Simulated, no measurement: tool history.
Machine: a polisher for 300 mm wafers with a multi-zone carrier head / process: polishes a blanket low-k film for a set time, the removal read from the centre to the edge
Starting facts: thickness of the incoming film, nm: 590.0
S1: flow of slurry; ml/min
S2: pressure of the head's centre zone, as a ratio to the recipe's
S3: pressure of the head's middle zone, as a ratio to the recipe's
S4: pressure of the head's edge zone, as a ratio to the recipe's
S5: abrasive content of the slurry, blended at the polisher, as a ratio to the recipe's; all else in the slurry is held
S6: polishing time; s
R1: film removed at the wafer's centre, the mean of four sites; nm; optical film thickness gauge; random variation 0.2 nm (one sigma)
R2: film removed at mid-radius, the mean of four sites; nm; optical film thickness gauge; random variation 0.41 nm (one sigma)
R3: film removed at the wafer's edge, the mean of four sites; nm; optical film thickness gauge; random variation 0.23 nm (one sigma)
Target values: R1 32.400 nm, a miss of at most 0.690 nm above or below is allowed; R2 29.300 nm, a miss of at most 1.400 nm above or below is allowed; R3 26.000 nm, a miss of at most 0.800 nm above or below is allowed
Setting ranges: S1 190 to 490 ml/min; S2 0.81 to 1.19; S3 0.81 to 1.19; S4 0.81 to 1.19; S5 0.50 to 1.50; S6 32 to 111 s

run	hour	S1	S2	S3	S4	S5	S6	R1	R2	R3
1	0.0	315	1.00	1.00	1.00	1.00	71	24.903	23.681	24.277
2	0.9	385	1.00	1.00	1.00	1.00	71	25.267	24.015	25.147
3	8.9	385	1.00	1.00	1.03	1.00	71	25.382	24.403	24.937
4	12.9	390	1.05	1.04	1.04	1.00	71	26.505	25.598	24.648
5	20.3	435	1.05	1.04	1.04	1.00	71	26.596	24.710	25.439
6	24.9	475	1.05	1.04	1.04	1.00	71	26.988	25.896	25.177
7	27.8	480	1.08	1.06	1.03	1.05	71	28.666	26.176	26.120
8	30.0	470	1.11	1.09	1.03	1.05	71	28.930	27.637	25.878
9	38.0	475	1.13	1.09	1.00	1.05	71	29.684	27.414	25.705
10	40.4	475	1.15	1.10	0.98	1.05	71	29.996	26.908	25.348
11	43.6	475	1.16	1.11	0.97	1.05	71	30.738	27.764	24.907
12	49.7	475	1.17	1.11	0.97	1.05	71	30.683	28.609	25.335
13	51.4	475	1.18	1.11	0.96	1.05	71	31.352	27.524	24.995
14	51.9	475	1.18	1.12	0.96	1.05	71	31.029	27.910	24.920

Pick the move, out of 5, that brings all results within their allowed miss; only one does.
A	52.4	410	1.16	1.11	0.91	0.95	71	?	?	?
B	52.4	470	1.16	1.17	1.00	0.90	78	?	?	?
C	52.4	430	1.13	1.09	1.03	0.90	78	?	?	?
D	52.4	485	1.07	1.04	1.06	1.05	74	?	?	?
E	52.4	490	1.17	1.13	0.94	1.15	71	?	?	?

move	R1	R2	R3
A	28.506	25.831	22.598
B	30.622	28.993	25.278
C	29.625	27.131	25.559
D	29.301	27.235	27.052
E	32.275	29.404	25.648
A: its largest miss is bigger than the last run's
B: its largest miss is bigger than the last run's
C: its largest miss is bigger than the last run's
D: its largest miss is bigger than the last run's
E: every result lands within tolerance
E meets every target.
